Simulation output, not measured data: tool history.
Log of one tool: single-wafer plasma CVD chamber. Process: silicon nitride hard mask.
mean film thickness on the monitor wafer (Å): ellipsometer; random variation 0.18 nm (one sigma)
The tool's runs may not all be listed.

run,day,heater temperature setpoint (deg C),chamber pressure (mTorr),RF power (kW),deposition time (s),mean film thickness on the monitor wafer (Å)
1,0,380,1350,0.285,25.6,278.86
2,0.196,380,1440,0.29,25.6,285.73
3,0.283,369,1440,0.29,25.6,289.59
4,0.567,369,1510,0.295,25.6,296.02
5,0.771,369,1510,0.295,25.6,295.1
6,1.071,369,1600,0.295,25.6,297.68
7,1.133,369,1620,0.3,25.6,304.33
8,1.458,369,1650,0.305,25.6,309.61

Run 9 comes next. What will it give?
9,1.812,369,1680,0.31,25.6,?

mean film thickness on the monitor wafer (Å): 313.23
